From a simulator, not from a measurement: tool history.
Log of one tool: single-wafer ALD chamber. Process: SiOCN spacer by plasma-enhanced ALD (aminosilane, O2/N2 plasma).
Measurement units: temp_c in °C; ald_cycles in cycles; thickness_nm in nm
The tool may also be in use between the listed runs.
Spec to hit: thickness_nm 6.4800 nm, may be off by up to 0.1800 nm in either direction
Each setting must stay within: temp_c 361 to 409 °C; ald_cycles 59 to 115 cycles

| run | day | temp_c | ald_cycles | thickness_nm |
|---|---|---|---|---|
| 1 | 0.000 | 385 | 87 | 5.4899 |
| 2 | 0.233 | 385 | 77 | 4.8629 |
| 3 | 0.471 | 385 | 81 | 5.1210 |
| 4 | 0.529 | 385 | 84 | 5.2914 |
| 5 | 0.658 | 385 | 76 | 4.8002 |
| 6 | 0.900 | 385 | 80 | 5.0464 |
| 7 | 1.188 | 385 | 83 | 5.2512 |
| 8 | 1.462 | 385 | 97 | 6.1089 |
| 9 | 1.729 | 385 | 98 | 6.1877 |
| 10 | 1.771 | 385 | 99 | 6.2235 |
| 11 | 1.979 | 385 | 100 | 6.2882 |

Exactly one of the 5 candidate moves below puts every result within its allowed miss. Which one?
| A | 2.188 | 381 | 92 | ? |
| B | 2.188 | 383 | 97 | ? |
| C | 2.188 | 377 | 104 | ? |
| D | 2.188 | 371 | 97 | ? |
| E | 2.188 | 383 | 98 | ? |

| move | thickness_nm |
|---|---|
| A | 5.8416 |
| B | 6.1591 |
| C | 6.6036 |
| D | 6.1591 |
| E | 6.2226 |
A: lands further from the targets than the last run did
B: lands further from the targets than the last run did
C: hits every target within its allowed miss
D: lands further from the targets than the last run did
E: lands further from the targets than the last run did
Correct choice: C, which meets every target
